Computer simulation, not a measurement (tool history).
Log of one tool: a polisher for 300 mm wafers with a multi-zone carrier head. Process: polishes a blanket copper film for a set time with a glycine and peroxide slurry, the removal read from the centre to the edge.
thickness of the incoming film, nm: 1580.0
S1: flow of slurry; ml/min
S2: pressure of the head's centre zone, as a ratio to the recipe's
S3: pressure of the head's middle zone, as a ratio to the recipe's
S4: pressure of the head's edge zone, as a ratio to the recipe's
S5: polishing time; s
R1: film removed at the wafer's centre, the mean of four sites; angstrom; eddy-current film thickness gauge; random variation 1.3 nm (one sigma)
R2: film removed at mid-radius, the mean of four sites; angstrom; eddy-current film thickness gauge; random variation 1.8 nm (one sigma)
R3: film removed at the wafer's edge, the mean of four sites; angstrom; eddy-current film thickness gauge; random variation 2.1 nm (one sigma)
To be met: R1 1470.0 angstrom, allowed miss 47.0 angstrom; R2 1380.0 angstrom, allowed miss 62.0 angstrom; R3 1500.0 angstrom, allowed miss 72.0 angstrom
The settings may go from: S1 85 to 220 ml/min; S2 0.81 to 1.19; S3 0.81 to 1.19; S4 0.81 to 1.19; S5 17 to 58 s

Run 1, hour 0.0: S1 140 ml/min, S2 1.00, S3 1.00, S4 1.00, S5 37 s. Result: R1 2328.3 angstrom, R2 2267.9 angstrom, R3 2333.6 angstrom.
Run 2, hour 5.0: S1 135 ml/min, S2 0.98, S3 0.97, S4 0.97, S5 33 s. Result: R1 2011.7 angstrom, R2 1961.7 angstrom, R3 2036.7 angstrom.
Run 3, hour 12.9: S1 135 ml/min, S2 0.92, S3 0.97, S4 0.97, S5 33 s. Result: R1 1873.2 angstrom, R2 2020.7 angstrom, R3 2017.7 angstrom.
Run 4, hour 14.8: S1 110 ml/min, S2 0.92, S3 0.97, S4 0.97, S5 33 s. Result: R1 1839.1 angstrom, R2 1895.1 angstrom, R3 2016.4 angstrom.
Run 5, hour 19.0: S1 110 ml/min, S2 0.92, S3 0.94, S4 0.94, S5 30 s. Result: R1 1645.6 angstrom, R2 1712.6 angstrom, R3 1793.0 angstrom.
Run 6, hour 25.7: S1 105 ml/min, S2 0.93, S3 0.91, S4 0.91, S5 29 s. Result: R1 1614.0 angstrom, R2 1603.9 angstrom, R3 1715.9 angstrom.
Run 7, hour 26.4: S1 105 ml/min, S2 0.93, S3 0.89, S4 0.89, S5 28 s. Result: R1 1582.0 angstrom, R2 1524.0 angstrom, R3 1659.0 angstrom.
Run 8, hour 30.4: S1 100 ml/min, S2 0.93, S3 0.87, S4 0.83, S5 25 s. Result: R1 1367.3 angstrom, R2 1312.9 angstrom, R3 1438.3 angstrom.
Run 9, hour 34.2: S1 100 ml/min, S2 0.93, S3 0.87, S4 0.83, S5 25 s. Result: R1 1398.0 angstrom, R2 1326.7 angstrom, R3 1398.8 angstrom.
Run 10, hour 38.1: S1 105 ml/min, S2 0.93, S3 0.87, S4 0.85, S5 25 s. Result: R1 1383.2 angstrom, R2 1335.8 angstrom, R3 1434.5 angstrom.
Run 11, hour 40.9: S1 105 ml/min, S2 0.94, S3 0.87, S4 0.86, S5 25 s. Result: R1 1400.5 angstrom, R2 1344.7 angstrom, R3 1429.3 angstrom.
Run 12, hour 48.5: S1 125 ml/min, S2 0.95, S3 0.85, S4 0.90, S5 26 s. Result: R1 1516.2 angstrom, R2 1377.9 angstrom, R3 1518.8 angstrom.

5 next moves are on the table. One of them brings every result within its allowed miss. Which?
Run A, hour 56.1: S1 100 ml/min, S2 1.02, S3 0.85, S4 0.95, S5 26 s. Result: R1 ?, R2 ?, R3 ?.
Run B, hour 56.1: S1 140 ml/min, S2 0.99, S3 0.88, S4 0.91, S5 25 s. Result: R1 ?, R2 ?, R3 ?.
Run C, hour 56.1: S1 135 ml/min, S2 0.93, S3 0.86, S4 0.87, S5 25 s. Result: R1 ?, R2 ?, R3 ?.
Run D, hour 56.1: S1 160 ml/min, S2 0.97, S3 0.88, S4 0.83, S5 26 s. Result: R1 ?, R2 ?, R3 ?.
Run E, hour 56.1: S1 135 ml/min, S2 0.95, S3 0.84, S4 0.85, S5 26 s. Result: R1 ?, R2 ?, R3 ?.

move      R1      R2      R3
   A  1573.4  1355.1  1532.9
   B  1553.7  1409.0  1496.3
   C  1450.2  1376.0  1462.3
   D  1616.0  1492.6  1515.2
   E  1540.7  1403.5  1506.1
A: further off than the last run
B: further off than the last run
C: meets every target
D: further off than the last run
E: further off than the last run
The right move is C.

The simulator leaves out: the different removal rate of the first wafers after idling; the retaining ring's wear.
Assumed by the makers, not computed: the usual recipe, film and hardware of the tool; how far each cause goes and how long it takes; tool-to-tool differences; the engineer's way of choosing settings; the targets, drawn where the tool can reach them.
